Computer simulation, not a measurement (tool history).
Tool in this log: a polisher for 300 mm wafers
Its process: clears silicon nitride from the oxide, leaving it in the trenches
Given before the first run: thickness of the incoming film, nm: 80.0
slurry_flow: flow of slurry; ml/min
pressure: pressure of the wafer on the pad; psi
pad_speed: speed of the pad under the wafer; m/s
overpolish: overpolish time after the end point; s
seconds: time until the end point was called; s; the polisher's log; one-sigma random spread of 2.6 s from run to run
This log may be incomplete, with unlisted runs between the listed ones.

{"run": 1, "hour": 0.0, "slurry_flow": 285, "pressure": 3.3, "pad_speed": 0.94, "overpolish": 16, "seconds": 67.335}
{"run": 2, "hour": 4.7, "slurry_flow": 285, "pressure": 3, "pad_speed": 0.9, "overpolish": 16, "seconds": 76.524}
{"run": 3, "hour": 10.3, "slurry_flow": 255, "pressure": 3, "pad_speed": 0.9, "overpolish": 16, "seconds": 78.327}
{"run": 4, "hour": 11.5, "slurry_flow": 320, "pressure": 3, "pad_speed": 0.9, "overpolish": 16, "seconds": 76.195}
{"run": 5, "hour": 13.6, "slurry_flow": 320, "pressure": 2.6, "pad_speed": 0.9, "overpolish": 16, "seconds": 85.821}
{"run": 6, "hour": 20.8, "slurry_flow": 320, "pressure": 2.6, "pad_speed": 0.78, "overpolish": 16, "seconds": 99.168}

Run 7 is up next; what results do you expect?
{"run": 7, "hour": 28.9, "slurry_flow": 320, "pressure": 2.4, "pad_speed": 0.78, "overpolish": 16, "seconds": "?"}

seconds: 103.91 s

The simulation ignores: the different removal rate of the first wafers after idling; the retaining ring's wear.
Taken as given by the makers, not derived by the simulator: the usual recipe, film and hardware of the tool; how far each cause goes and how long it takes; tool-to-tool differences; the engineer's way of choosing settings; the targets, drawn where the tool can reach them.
